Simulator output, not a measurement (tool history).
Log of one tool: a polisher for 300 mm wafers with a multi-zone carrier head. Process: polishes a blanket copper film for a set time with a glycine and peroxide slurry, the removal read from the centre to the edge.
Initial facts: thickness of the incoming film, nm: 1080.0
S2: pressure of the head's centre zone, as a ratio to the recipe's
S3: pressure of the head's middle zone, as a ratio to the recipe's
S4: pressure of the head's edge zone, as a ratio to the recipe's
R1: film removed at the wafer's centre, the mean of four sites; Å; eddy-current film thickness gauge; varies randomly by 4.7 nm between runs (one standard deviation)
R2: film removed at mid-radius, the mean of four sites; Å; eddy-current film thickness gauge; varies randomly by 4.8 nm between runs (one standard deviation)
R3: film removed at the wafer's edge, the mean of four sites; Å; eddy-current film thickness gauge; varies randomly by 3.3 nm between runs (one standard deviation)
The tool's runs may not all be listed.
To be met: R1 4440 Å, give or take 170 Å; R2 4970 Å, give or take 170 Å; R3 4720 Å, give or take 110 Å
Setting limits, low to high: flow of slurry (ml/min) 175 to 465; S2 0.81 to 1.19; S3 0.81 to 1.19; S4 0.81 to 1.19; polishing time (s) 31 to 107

{"run": 1, "hour": 0.0, "flow of slurry (ml/min)": 295, "S2": 1, "S3": 1, "S4": 1, "polishing time (s)": 69, "R1": 3489.2, "R2": 3476.2, "R3": 3711.6}
{"run": 2, "hour": 4.9, "flow of slurry (ml/min)": 330, "S2": 1, "S3": 1, "S4": 1, "polishing time (s)": 69, "R1": 3493.1, "R2": 3589.7, "R3": 3777.3}
{"run": 3, "hour": 9.5, "flow of slurry (ml/min)": 285, "S2": 1, "S3": 1, "S4": 1, "polishing time (s)": 69, "R1": 3443.7, "R2": 3491.1, "R3": 3728}
{"run": 4, "hour": 10.6, "flow of slurry (ml/min)": 305, "S2": 1.02, "S3": 1.05, "S4": 1.04, "polishing time (s)": 72, "R1": 3717.3, "R2": 3784.5, "R3": 3960.4}
{"run": 5, "hour": 16.3, "flow of slurry (ml/min)": 305, "S2": 1.02, "S3": 1.05, "S4": 1.04, "polishing time (s)": 82, "R1": 4285.2, "R2": 4336.3, "R3": 4475.9}
{"run": 6, "hour": 18.3, "flow of slurry (ml/min)": 305, "S2": 0.97, "S3": 1.05, "S4": 1.04, "polishing time (s)": 82, "R1": 4043.8, "R2": 4361.9, "R3": 4512.9}
{"run": 7, "hour": 22.8, "flow of slurry (ml/min)": 325, "S2": 0.98, "S3": 1.07, "S4": 1.04, "polishing time (s)": 82, "R1": 4147.9, "R2": 4455.9, "R3": 4521.9}
{"run": 8, "hour": 23.6, "flow of slurry (ml/min)": 340, "S2": 0.98, "S3": 1.09, "S4": 1.05, "polishing time (s)": 82, "R1": 4168.8, "R2": 4525.4, "R3": 4616}
{"run": 9, "hour": 28.8, "flow of slurry (ml/min)": 355, "S2": 0.99, "S3": 1.11, "S4": 1.04, "polishing time (s)": 82, "R1": 4170.2, "R2": 4633, "R3": 4525.7}
{"run": 10, "hour": 35.7, "flow of slurry (ml/min)": 355, "S2": 0.99, "S3": 1.11, "S4": 1.04, "polishing time (s)": 82, "R1": 4161.7, "R2": 4658.1, "R3": 4579.4}
{"hour": 40.8, "done": "edge zone pressure recalibrated"}
{"run": 11, "hour": 40.8, "flow of slurry (ml/min)": 365, "S2": 1, "S3": 1.12, "S4": 1.04, "polishing time (s)": 82, "R1": 4193, "R2": 4705.9, "R3": 4426.8}

Which of these 4 next moves meets every target?
{"run": "A", "hour": 45.9, "flow of slurry (ml/min)": 385, "S2": 0.99, "S3": 1.17, "S4": 1.02, "polishing time (s)": 76, "R1": "?", "R2": "?", "R3": "?"}
{"run": "B", "hour": 45.9, "flow of slurry (ml/min)": 350, "S2": 0.95, "S3": 1.08, "S4": 1.01, "polishing time (s)": 89, "R1": "?", "R2": "?", "R3": "?"}
{"run": "C", "hour": 45.9, "flow of slurry (ml/min)": 325, "S2": 0.97, "S3": 1.09, "S4": 1.05, "polishing time (s)": 79, "R1": "?", "R2": "?", "R3": "?"}
{"run": "D", "hour": 45.9, "flow of slurry (ml/min)": 375, "S2": 1.17, "S3": 1.08, "S4": 1.08, "polishing time (s)": 78, "R1": "?", "R2": "?", "R3": "?"}

move=A R1=3832.4 R2=4484 R3=4046.6
move=B R1=4328.2 R2=4863.4 R3=4694.4
move=C R1=3864.8 R2=4320.5 R3=4216.8
move=D R1=4387.3 R2=4284 R3=4259.7
A: its largest miss is bigger than the last run's
B: every result lands within tolerance
C: its largest miss is bigger than the last run's
D: its largest miss is bigger than the last run's
B meets every target.
